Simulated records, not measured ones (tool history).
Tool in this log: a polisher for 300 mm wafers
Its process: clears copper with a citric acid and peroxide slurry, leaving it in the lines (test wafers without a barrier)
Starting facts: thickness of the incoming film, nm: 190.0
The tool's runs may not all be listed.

run	hour	flow of slurry (ml/min)	pressure of the wafer on the pad (psi)	speed of the pad under the wafer (m/s)	abrasive content of the slurry	overpolish time after the end point (s)	time until the end point was called (s)	dishing of a wide line in a test structure (Å)
1	0	265	2.6	1.26	1	11	64.123	250.11
2	7.1	265	2.6	1.26	1.2	11	62.586	266.32
3	11.6	220	2.6	1.26	1.2	11	61.432	256.03
4	15.1	245	2.3	1.26	1.25	12	66.824	253.64
5	17.5	260	2.1	1.22	1.25	13	75.864	250.07
6	20.4	285	2.1	1.22	1.25	13	77.33	258.38

Expected results for the next run?
7	21.5	300	2	1.22	1.25	13	?	?

time until the end point was called (s): 81.089
dishing of a wide line in a test structure (Å): 241.87

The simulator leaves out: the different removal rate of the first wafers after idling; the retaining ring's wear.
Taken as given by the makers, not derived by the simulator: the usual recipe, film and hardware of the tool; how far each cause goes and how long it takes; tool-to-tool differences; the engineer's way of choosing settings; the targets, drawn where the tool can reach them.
